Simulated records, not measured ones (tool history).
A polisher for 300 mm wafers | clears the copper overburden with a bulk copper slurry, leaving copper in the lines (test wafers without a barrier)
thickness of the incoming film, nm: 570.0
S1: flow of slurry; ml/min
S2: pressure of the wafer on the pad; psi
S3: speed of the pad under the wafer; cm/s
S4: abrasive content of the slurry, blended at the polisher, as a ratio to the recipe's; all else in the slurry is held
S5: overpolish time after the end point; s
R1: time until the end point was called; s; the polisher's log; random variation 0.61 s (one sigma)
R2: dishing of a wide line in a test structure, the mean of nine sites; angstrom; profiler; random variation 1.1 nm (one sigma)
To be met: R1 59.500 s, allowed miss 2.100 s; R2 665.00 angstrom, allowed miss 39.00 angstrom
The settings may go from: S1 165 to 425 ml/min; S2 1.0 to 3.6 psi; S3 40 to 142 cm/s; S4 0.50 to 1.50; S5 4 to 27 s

| run | day | S1 | S2 | S3 | S4 | S5 | R1 | R2 |
|---|---|---|---|---|---|---|---|---|
| 1 | 0.000 | 275 | 2.3 | 90 | 1.00 | 14 | 94.747 | 512.77 |
| 2 | 0.058 | 275 | 2.5 | 90 | 1.00 | 14 | 89.811 | 561.51 |
| 3 | 0.346 | 275 | 2.7 | 90 | 1.00 | 13 | 82.482 | 544.16 |
| 4 | 0.558 | 275 | 2.8 | 90 | 1.00 | 13 | 81.076 | 558.65 |
| 5 | 0.871 | 275 | 2.8 | 90 | 1.00 | 9 | 80.057 | 425.40 |
| 6 | 0.904 | 310 | 2.8 | 90 | 1.00 | 9 | 80.065 | 434.23 |
| 7 | 1.104 | 310 | 2.9 | 90 | 1.00 | 10 | 77.274 | 480.50 |
| 8 | 1.438 | 310 | 3.0 | 90 | 1.00 | 10 | 75.102 | 489.56 |
| 9 | 1.512 | 310 | 3.6 | 90 | 1.00 | 13 | 62.144 | 681.96 |

Which of these 4 next moves meets every target?
| A | 1.588 | 310 | 3.2 | 104 | 1.10 | 12 | ? | ? |
| B | 1.588 | 345 | 3.6 | 104 | 0.95 | 14 | ? | ? |
| C | 1.588 | 280 | 3.5 | 94 | 1.15 | 15 | ? | ? |
| D | 1.588 | 330 | 3.4 | 100 | 1.05 | 15 | ? | ? |

| move | R1 | R2 |
|---|---|---|
| A | 59.595 | 680.62 |
| B | 53.939 | 816.42 |
| C | 60.078 | 793.63 |
| D | 58.383 | 804.66 |
A: meets every target
B: takes the result that was furthest off past its target
C: brings the result that was furthest off to its target, and leaves another outside
D: brings the result that was furthest off to its target, and leaves another outside
The right move is A.
